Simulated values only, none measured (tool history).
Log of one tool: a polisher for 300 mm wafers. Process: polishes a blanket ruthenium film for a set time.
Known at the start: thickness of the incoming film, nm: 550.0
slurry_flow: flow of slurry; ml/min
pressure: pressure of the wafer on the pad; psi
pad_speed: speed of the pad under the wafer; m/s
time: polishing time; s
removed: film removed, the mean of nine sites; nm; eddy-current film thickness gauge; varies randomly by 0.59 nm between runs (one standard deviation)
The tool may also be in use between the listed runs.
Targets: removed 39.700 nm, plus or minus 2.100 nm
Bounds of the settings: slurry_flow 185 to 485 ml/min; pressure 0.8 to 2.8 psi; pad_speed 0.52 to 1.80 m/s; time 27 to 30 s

run	day	slurry_flow	pressure	pad_speed	time	removed
1	0.000	310	1.8	1.16	30	26.934
2	0.229	310	1.9	1.16	30	28.394
3	0.596	310	1.9	0.90	30	21.983
4	0.921	310	1.9	0.90	27	20.273
5	1.008	310	1.9	1.06	27	23.622
6	1.121	310	1.7	1.06	27	21.580
7	1.200	310	1.9	1.08	27	24.497
8	1.450	310	2.1	1.10	27	27.117
9	1.696	310	2.2	1.12	27	28.912
# day 1.908: head pressure recalibrated
10	1.908	310	2.3	1.14	27	33.266
11	1.938	310	2.4	1.14	27	34.849
12	2.017	310	2.5	1.14	27	36.788
13	2.362	310	2.6	1.14	27	37.200

Below are 5 possible settings for the next run. Only one of them brings all results inside the allowed miss of their targets. Which is it?
A	2.708	265	2.5	1.08	27	?
B	2.708	245	2.3	1.16	29	?
C	2.708	260	2.4	1.36	27	?
D	2.708	345	2.4	1.12	27	?
E	2.708	190	2.7	1.04	28	?

move	removed
A	33.556
B	35.292
C	40.257
D	34.293
E	34.489
A: the biggest miss grows against the last run
B: the biggest miss grows against the last run
C: all results land within tolerance of their targets
D: the biggest miss grows against the last run
E: the biggest miss grows against the last run
Answer: C
